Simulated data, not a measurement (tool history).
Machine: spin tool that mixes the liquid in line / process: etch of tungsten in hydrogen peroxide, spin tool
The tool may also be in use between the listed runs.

run,hour,temperature setpoint of the liquid (C),concentration of hydrogen peroxide in the mixed liquid (% by weight),time under the liquid (s),thickness taken off the tungsten on a monitor wafer (nm)
1,0,49,25,15,14.548
2,7,47.5,25,15,13.15
3,14.9,47.5,25,15,13.215
4,16,47.5,25,15,13.256
5,18.7,47.5,22,15,12.403
6,24.5,47.5,22,15,12.351
7,31.1,47.5,22,15,12.407

Run 8, settings as shown, results not yet in. Your forecast:
8,33.7,39.5,22,15,?

thickness taken off the tungsten on a monitor wafer (nm): 7.4153
